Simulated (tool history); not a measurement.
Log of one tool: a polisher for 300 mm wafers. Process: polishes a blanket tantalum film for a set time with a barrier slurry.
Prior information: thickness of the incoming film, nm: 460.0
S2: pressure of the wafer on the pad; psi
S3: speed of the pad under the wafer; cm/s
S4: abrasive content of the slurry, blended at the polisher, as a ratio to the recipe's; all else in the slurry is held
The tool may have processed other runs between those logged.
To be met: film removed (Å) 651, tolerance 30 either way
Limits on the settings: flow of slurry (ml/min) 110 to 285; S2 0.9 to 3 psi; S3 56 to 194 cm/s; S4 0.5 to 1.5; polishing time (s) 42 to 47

{"run": 1, "day": 0.0, "flow of slurry (ml/min)": 180, "S2": 1.9, "S3": 124, "S4": 1, "polishing time (s)": 47, "film removed (Å)": 754.92}
{"run": 2, "day": 0.204, "flow of slurry (ml/min)": 180, "S2": 1.7, "S3": 124, "S4": 1, "polishing time (s)": 47, "film removed (Å)": 690.28}
{"run": 3, "day": 0.55, "flow of slurry (ml/min)": 220, "S2": 1.7, "S3": 124, "S4": 1, "polishing time (s)": 47, "film removed (Å)": 715.23}
{"run": 4, "day": 0.65, "flow of slurry (ml/min)": 240, "S2": 1.7, "S3": 124, "S4": 1, "polishing time (s)": 47, "film removed (Å)": 725.42}
{"day": 0.842, "done": "slurry nozzle cleaned"}
{"run": 5, "day": 0.842, "flow of slurry (ml/min)": 235, "S2": 1.6, "S3": 124, "S4": 1, "polishing time (s)": 47, "film removed (Å)": 683.48}
{"run": 6, "day": 1.167, "flow of slurry (ml/min)": 235, "S2": 2.1, "S3": 124, "S4": 1, "polishing time (s)": 47, "film removed (Å)": 876.54}
{"run": 7, "day": 1.229, "flow of slurry (ml/min)": 235, "S2": 2, "S3": 124, "S4": 1, "polishing time (s)": 47, "film removed (Å)": 830.98}
{"run": 8, "day": 1.371, "flow of slurry (ml/min)": 235, "S2": 1.9, "S3": 124, "S4": 1, "polishing time (s)": 47, "film removed (Å)": 787.57}

Pick the move, out of 5, that brings all results within their allowed miss; only one does.
{"run": "A", "day": 1.512, "flow of slurry (ml/min)": 260, "S2": 1.7, "S3": 132, "S4": 0.95, "polishing time (s)": 47, "film removed (Å)": "?"}
{"run": "B", "day": 1.512, "flow of slurry (ml/min)": 235, "S2": 2, "S3": 122, "S4": 1.05, "polishing time (s)": 42, "film removed (Å)": "?"}
{"run": "C", "day": 1.512, "flow of slurry (ml/min)": 270, "S2": 1.9, "S3": 114, "S4": 0.95, "polishing time (s)": 42, "film removed (Å)": "?"}
{"run": "D", "day": 1.512, "flow of slurry (ml/min)": 235, "S2": 1.9, "S3": 122, "S4": 0.95, "polishing time (s)": 44, "film removed (Å)": "?"}
{"run": "E", "day": 1.512, "flow of slurry (ml/min)": 240, "S2": 2, "S3": 86, "S4": 1.35, "polishing time (s)": 42, "film removed (Å)": "?"}

move=A film_removed_(Å)=751.35
move=B film_removed_(Å)=736.69
move=C film_removed_(Å)=644.67
move=D film_removed_(Å)=711.4
move=E film_removed_(Å)=567.61
A: an improvement on the last run, though not all results are within tolerance
B: an improvement on the last run, though not all results are within tolerance
C: in spec on every target
D: an improvement on the last run, though not all results are within tolerance
E: takes the result that was furthest off past its target
The right move is C.
